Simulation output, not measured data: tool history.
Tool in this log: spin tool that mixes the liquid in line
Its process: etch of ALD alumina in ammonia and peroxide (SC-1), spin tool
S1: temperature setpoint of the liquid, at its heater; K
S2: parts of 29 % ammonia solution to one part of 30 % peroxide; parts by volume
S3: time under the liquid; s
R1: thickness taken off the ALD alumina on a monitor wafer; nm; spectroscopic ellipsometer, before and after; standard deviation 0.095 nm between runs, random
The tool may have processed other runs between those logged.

run	day	S1	S2	S3	R1
1	0.000	329.15	0.65	320	16.838
2	0.067	334.15	0.65	320	22.108
3	0.188	328.15	0.65	320	16.171
4	0.429	328.15	0.65	340	17.141
5	0.729	331.65	0.65	340	20.370
6	1.054	329.15	0.65	340	17.998
7	1.204	327.15	0.65	340	16.111
8	1.404	327.15	0.65	340	15.921

For run 9, what comes out?
9	1.775	325.65	0.65	340	?

R1: 14.937 nm
